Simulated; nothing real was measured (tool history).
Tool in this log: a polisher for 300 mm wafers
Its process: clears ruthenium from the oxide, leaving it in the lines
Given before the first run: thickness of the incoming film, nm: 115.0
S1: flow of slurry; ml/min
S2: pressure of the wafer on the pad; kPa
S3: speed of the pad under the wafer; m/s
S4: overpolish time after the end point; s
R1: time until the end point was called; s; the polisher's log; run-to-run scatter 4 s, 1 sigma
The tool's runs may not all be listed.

run	hour	S1	S2	S3	S4	R1
1	0	125	12.4	0.82	27	136.65
2	1.5	125	12.4	0.82	29	137.67
3	3.1	125	10.3	0.82	29	166.29
4	7.5	125	10.3	0.98	29	140.77
5	14.4	120	9	0.94	29	169.09
6	20.2	120	9	1.06	29	156.67
7	24.9	115	7.6	1.02	29	190.45
# hour 27.2: slurry nozzle cleaned
8	27.2	115	7.6	1.02	29	177.92

Predict the results of run 9:
9	29.3	105	5.5	0.88	29	?

{"run 9": {"R1": 263.08}}
